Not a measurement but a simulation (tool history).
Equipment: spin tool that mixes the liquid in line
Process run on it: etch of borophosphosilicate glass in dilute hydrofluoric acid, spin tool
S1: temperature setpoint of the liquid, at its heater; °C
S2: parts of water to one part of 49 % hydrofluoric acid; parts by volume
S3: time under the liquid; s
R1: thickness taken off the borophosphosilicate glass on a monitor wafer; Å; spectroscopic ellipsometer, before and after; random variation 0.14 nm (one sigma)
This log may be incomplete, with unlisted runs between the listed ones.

{"run": 1, "hour": 0.0, "S1": 20, "S2": 265, "S3": 145, "R1": 247.6}
{"run": 2, "hour": 1.6, "S1": 21.5, "S2": 265, "S3": 145, "R1": 257.53}
{"run": 3, "hour": 8.2, "S1": 21.5, "S2": 265, "S3": 155, "R1": 277.45}
{"run": 4, "hour": 13.6, "S1": 21, "S2": 275, "S3": 155, "R1": 261.66}
{"run": 5, "hour": 16.8, "S1": 20.5, "S2": 280, "S3": 155, "R1": 249.94}
{"run": 6, "hour": 18.9, "S1": 20, "S2": 285, "S3": 155, "R1": 239.64}

The next listed run, before its measurement:
{"run": 7, "hour": 27.0, "S1": 19.5, "S2": 290, "S3": 155, "R1": "?"}

R1: 233.76 Å
